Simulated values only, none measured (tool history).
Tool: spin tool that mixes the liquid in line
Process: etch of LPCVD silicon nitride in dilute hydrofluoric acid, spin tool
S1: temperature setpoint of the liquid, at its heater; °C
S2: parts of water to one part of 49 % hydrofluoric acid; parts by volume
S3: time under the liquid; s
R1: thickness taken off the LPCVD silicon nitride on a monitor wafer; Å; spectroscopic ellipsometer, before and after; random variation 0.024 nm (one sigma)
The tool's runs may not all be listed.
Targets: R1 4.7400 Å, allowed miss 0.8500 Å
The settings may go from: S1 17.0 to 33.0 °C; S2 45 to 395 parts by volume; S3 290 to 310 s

run  hour    S1   S2   S3      R1
  1   0.0  25.0  220  290  8.1118
  2   3.7  25.0  255  290  7.4041
  3  11.0  25.0  285  290  6.9446
  4  12.7  25.0  285  290  6.9016
  5  21.5  25.0  245  290  7.1033
  6  22.6  25.0  245  310  8.5825
  7  29.1  24.0  270  305  7.0359
  8  30.9  23.5  280  300  6.2878
  9  35.9  23.0  285  295  6.2844

Which of these 4 next moves meets every target?
  A  40.9  29.0  280  310   ?
  B  40.9  22.0  305  290   ?
  C  40.9  18.5  370  290   ?
  D  40.9  23.5  255  290   ?

move      R1
   A  8.6727
   B  4.8843
   C  3.2543
   D  6.3942
A: further off than the last run
B: meets every target
C: takes the result that was furthest off past its target
D: further off than the last run
Move B is the one to make.
